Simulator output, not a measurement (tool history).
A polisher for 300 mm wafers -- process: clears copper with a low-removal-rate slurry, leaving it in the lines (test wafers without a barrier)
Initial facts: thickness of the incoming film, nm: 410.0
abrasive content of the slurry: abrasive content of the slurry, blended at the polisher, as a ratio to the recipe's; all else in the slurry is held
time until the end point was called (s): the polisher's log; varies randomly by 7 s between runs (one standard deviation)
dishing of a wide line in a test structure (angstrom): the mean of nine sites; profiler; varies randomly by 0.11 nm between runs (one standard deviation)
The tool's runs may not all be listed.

run  hour  flow of slurry (ml/min)  pressure of the wafer on the pad (psi)  speed of the pad under the wafer (cm/s)  abrasive content of the slurry  overpolish time after the end point (s)  time until the end point was called (s)  dishing of a wide line in a test structure (angstrom)
  1   0.0                      245                                     3.2                                      106                             1.0                                        9                                   138.79                                                190.190
  2   5.3                      245                                     2.4                                      106                             1.0                                        9                                   181.46                                                146.820
  3  10.6                      245                                     3.2                                      106                             1.0                                        9                                   139.27                                                196.100
  4  17.9                      225                                     3.2                                      106                             1.0                                        9                                   139.96                                                190.660
  5  24.7                      225                                     3.2                                      106                             1.0                                        6                                   141.69                                                134.900
  6  31.7                      225                                     3.2                                      106                             0.9                                        6                                   144.33                                                136.100
  7  37.6                      225                                     2.8                                       96                             0.9                                        5                                   171.12                                                 91.546
  8  42.9                      220                                     2.4                                       84                             0.9                                        6                                   219.00                                                 88.843
  9  44.0                      220                                     2.2                                       76                             0.9                                        6                                   256.46                                                 77.856

Predict the results of run 10:
 10  45.7                      220                                     2.0                                       72                             0.9                                        6                                        ?                                                      ?

time until the end point was called (s): 281.43
dishing of a wide line in a test structure (angstrom): 71.045
